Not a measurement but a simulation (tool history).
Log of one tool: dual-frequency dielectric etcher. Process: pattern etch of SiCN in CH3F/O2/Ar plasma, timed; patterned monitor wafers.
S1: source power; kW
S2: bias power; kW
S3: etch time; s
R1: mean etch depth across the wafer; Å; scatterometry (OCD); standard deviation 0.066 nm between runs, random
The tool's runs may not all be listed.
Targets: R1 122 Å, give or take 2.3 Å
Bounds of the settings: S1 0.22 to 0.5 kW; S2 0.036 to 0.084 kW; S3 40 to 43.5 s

{"run": 1, "hour": 0.0, "S1": 0.36, "S2": 0.06, "S3": 43.5, "R1": 140.59}
{"run": 2, "hour": 5.3, "S1": 0.33, "S2": 0.059, "S3": 43.5, "R1": 135.77}
{"run": 3, "hour": 13.0, "S1": 0.31, "S2": 0.058, "S3": 43.5, "R1": 132.24}
{"run": 4, "hour": 19.4, "S1": 0.29, "S2": 0.057, "S3": 43.5, "R1": 129.51}
{"run": 5, "hour": 25.8, "S1": 0.29, "S2": 0.057, "S3": 40, "R1": 118.44}
{"run": 6, "hour": 29.0, "S1": 0.23, "S2": 0.057, "S3": 40, "R1": 110.26}
{"run": 7, "hour": 36.5, "S1": 0.25, "S2": 0.057, "S3": 40, "R1": 112.93}
{"run": 8, "hour": 40.7, "S1": 0.26, "S2": 0.057, "S3": 40, "R1": 114.78}
{"run": 9, "hour": 47.8, "S1": 0.27, "S2": 0.057, "S3": 40, "R1": 115.18}
{"run": 10, "hour": 49.3, "S1": 0.33, "S2": 0.059, "S3": 40, "R1": 125.42}

Which single option among these 4 for the next run brings every result within its allowed miss of target? Just one does.
{"run": "A", "hour": 50.8, "S1": 0.31, "S2": 0.058, "S3": 43, "R1": "?"}
{"run": "B", "hour": 50.8, "S1": 0.31, "S2": 0.051, "S3": 42, "R1": "?"}
{"run": "C", "hour": 50.8, "S1": 0.34, "S2": 0.062, "S3": 40.5, "R1": "?"}
{"run": "D", "hour": 50.8, "S1": 0.37, "S2": 0.056, "S3": 40, "R1": "?"}

move=A R1=131.14
move=B R1=122.59
move=C R1=130.08
move=D R1=127.4
A: misses by more than the last run did
B: every result lands within tolerance
C: misses by more than the last run did
D: misses by more than the last run did
The move that meets every target is B.
